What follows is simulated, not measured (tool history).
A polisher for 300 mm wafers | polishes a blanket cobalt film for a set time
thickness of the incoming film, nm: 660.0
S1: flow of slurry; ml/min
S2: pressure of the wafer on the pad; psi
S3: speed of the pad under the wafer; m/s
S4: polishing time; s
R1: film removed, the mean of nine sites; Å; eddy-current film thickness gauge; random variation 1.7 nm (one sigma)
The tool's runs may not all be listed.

run,hour,S1,S2,S3,S4,R1
1,0.0,260,2.2,1.06,24,1320.6
2,8.1,260,1.6,1.06,24,1104.6
3,13.9,260,1.6,1.20,24,1248.6
4,22.8,305,1.6,1.20,24,1281.5
5,26.2,335,1.6,1.20,24,1302.0
6,27.9,335,2.1,1.20,24,1517.9

Forecast run 7:
7,33.2,335,2.1,1.20,24,?

R1: 1514.8 Å
